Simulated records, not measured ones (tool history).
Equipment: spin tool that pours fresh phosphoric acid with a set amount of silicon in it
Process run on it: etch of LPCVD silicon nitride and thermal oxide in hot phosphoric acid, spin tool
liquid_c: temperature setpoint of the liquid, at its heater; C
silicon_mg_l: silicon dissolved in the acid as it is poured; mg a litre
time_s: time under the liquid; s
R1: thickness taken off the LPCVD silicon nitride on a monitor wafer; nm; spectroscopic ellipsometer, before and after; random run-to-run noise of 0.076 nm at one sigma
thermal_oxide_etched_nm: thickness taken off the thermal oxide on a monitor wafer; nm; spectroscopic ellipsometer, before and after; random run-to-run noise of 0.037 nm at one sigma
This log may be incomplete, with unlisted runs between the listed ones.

run 1 hour=0.0 | liquid_c=163.0 silicon_mg_l=17.0 time_s=180 | R1=17.677 thermal_oxide_etched_nm=0.47707
run 2 hour=5.9 | liquid_c=164.0 silicon_mg_l=17.0 time_s=180 | R1=18.099 thermal_oxide_etched_nm=0.48806
run 3 hour=9.4 | liquid_c=164.0 silicon_mg_l=17.0 time_s=250 | R1=25.249 thermal_oxide_etched_nm=0.64402
run 4 hour=10.9 | liquid_c=163.5 silicon_mg_l=15.5 time_s=230 | R1=22.798 thermal_oxide_etched_nm=0.65900
run 5 hour=15.0 | liquid_c=163.0 silicon_mg_l=15.0 time_s=215 | R1=21.060 thermal_oxide_etched_nm=0.52222
run 6 hour=16.5 | liquid_c=163.0 silicon_mg_l=14.0 time_s=200 | R1=19.545 thermal_oxide_etched_nm=0.51108

The next listed run, before its measurement:
run 7 hour=23.1 | liquid_c=163.0 silicon_mg_l=12.0 time_s=185 | R1=? thermal_oxide_etched_nm=?

{"run 7": {"R1": 18.231, "thermal_oxide_etched_nm": 0.52281}}
